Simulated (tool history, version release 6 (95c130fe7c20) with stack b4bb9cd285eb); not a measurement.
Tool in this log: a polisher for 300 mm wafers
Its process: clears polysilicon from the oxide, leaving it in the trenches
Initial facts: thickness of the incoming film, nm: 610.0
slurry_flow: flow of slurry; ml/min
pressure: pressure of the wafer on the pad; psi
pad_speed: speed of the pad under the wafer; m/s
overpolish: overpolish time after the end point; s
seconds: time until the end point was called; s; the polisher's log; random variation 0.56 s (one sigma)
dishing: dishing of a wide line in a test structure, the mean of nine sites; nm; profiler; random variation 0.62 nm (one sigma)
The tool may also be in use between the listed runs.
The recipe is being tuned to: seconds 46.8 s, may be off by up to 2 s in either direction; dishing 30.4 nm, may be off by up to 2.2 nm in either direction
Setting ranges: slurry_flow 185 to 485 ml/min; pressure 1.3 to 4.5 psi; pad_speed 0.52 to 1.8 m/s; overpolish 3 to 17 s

{"run": 1, "hour": 0.0, "slurry_flow": 310, "pressure": 2.9, "pad_speed": 1.16, "overpolish": 9, "seconds": 39.186, "dishing": 52.463}
{"run": 2, "hour": 3.5, "slurry_flow": 310, "pressure": 2.7, "pad_speed": 1.16, "overpolish": 7, "seconds": 42.2, "dishing": 49.666}
{"run": 3, "hour": 7.7, "slurry_flow": 310, "pressure": 2.6, "pad_speed": 1.16, "overpolish": 6, "seconds": 42.962, "dishing": 44.155}
{"run": 4, "hour": 8.3, "slurry_flow": 315, "pressure": 2.2, "pad_speed": 1.26, "overpolish": 5, "seconds": 47.191, "dishing": 39.978}
{"run": 5, "hour": 13.0, "slurry_flow": 315, "pressure": 2.9, "pad_speed": 1.26, "overpolish": 5, "seconds": 37.101, "dishing": 44.17}
{"run": 6, "hour": 19.5, "slurry_flow": 315, "pressure": 2.9, "pad_speed": 1.26, "overpolish": 3, "seconds": 36.606, "dishing": 35.462}
{"run": 7, "hour": 23.4, "slurry_flow": 325, "pressure": 2.7, "pad_speed": 1.24, "overpolish": 3, "seconds": 39.38, "dishing": 32.815}
{"run": 8, "hour": 31.0, "slurry_flow": 330, "pressure": 2.6, "pad_speed": 1.24, "overpolish": 3, "seconds": 41.814, "dishing": 32.644}
{"run": 9, "hour": 39.2, "slurry_flow": 340, "pressure": 2.5, "pad_speed": 1.24, "overpolish": 3, "seconds": 42.992, "dishing": 32.201}
{"run": 10, "hour": 43.6, "slurry_flow": 420, "pressure": 2.1, "pad_speed": 1.26, "overpolish": 3, "seconds": 49.841, "dishing": 29.077}

Next run, 5 choices. One meets every target within its allowed miss, the rest don't. Which?
{"run": "A", "hour": 48.0, "slurry_flow": 485, "pressure": 2.3, "pad_speed": 1.22, "overpolish": 4, "seconds": "?", "dishing": "?"}
{"run": "B", "hour": 48.0, "slurry_flow": 445, "pressure": 1.9, "pad_speed": 1.3, "overpolish": 3, "seconds": "?", "dishing": "?"}
{"run": "C", "hour": 48.0, "slurry_flow": 410, "pressure": 2, "pad_speed": 1.28, "overpolish": 4, "seconds": "?", "dishing": "?"}
{"run": "D", "hour": 48.0, "slurry_flow": 395, "pressure": 1.9, "pad_speed": 1.26, "overpolish": 4, "seconds": "?", "dishing": "?"}
{"run": "E", "hour": 48.0, "slurry_flow": 425, "pressure": 2.4, "pad_speed": 1.12, "overpolish": 3, "seconds": "?", "dishing": "?"}

move=A seconds=46.429 dishing=36.602
move=B seconds=53.89 dishing=27.916
move=C seconds=52.091 dishing=34.284
move=D seconds=55.393 dishing=33.047
move=E seconds=47.302 dishing=30.456
A: the furthest-off result lands on target, but another misses its tolerance
B: lands further from the targets than the last run did
C: lands further from the targets than the last run did
D: lands further from the targets than the last run did
E: all results in spec
E meets every target.

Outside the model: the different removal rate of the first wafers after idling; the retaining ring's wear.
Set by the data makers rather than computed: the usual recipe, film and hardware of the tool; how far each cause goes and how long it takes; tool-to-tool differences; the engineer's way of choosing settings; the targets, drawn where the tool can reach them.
